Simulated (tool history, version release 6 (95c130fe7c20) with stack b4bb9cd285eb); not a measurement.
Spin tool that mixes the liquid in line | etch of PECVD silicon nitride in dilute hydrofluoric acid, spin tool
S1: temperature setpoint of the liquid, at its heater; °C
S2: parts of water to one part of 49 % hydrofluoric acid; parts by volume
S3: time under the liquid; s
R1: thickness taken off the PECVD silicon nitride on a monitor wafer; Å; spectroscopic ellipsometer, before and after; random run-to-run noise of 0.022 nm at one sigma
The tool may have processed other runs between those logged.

Run 1, hour 0.0: S1 26.0 °C, S2 300 parts by volume, S3 285 s. Result: R1 68.531 Å.
Run 2, hour 2.5: S1 26.0 °C, S2 255 parts by volume, S3 285 s. Result: R1 80.809 Å.
Run 3, hour 10.0: S1 24.5 °C, S2 285 parts by volume, S3 285 s. Result: R1 67.093 Å.
Run 4, hour 18.1: S1 24.5 °C, S2 285 parts by volume, S3 305 s. Result: R1 71.226 Å.
Run 5, hour 23.7: S1 24.5 °C, S2 285 parts by volume, S3 305 s. Result: R1 71.433 Å.
Run 6, hour 25.8: S1 24.5 °C, S2 340 parts by volume, S3 305 s. Result: R1 60.899 Å.
Run 7, hour 29.3: S1 23.0 °C, S2 360 parts by volume, S3 305 s. Result: R1 50.860 Å.
Run 8, hour 36.1: S1 23.0 °C, S2 360 parts by volume, S3 305 s. Result: R1 51.324 Å.
Run 9, hour 38.4: S1 23.0 °C, S2 360 parts by volume, S3 305 s. Result: R1 51.616 Å.
Run 10, hour 40.9: S1 22.0 °C, S2 375 parts by volume, S3 305 s. Result: R1 46.724 Å.

For run 11, what comes out?
Run 11, hour 46.0: S1 21.0 °C, S2 390 parts by volume, S3 305 s. Result: R1 ?.

R1: 41.953 Å

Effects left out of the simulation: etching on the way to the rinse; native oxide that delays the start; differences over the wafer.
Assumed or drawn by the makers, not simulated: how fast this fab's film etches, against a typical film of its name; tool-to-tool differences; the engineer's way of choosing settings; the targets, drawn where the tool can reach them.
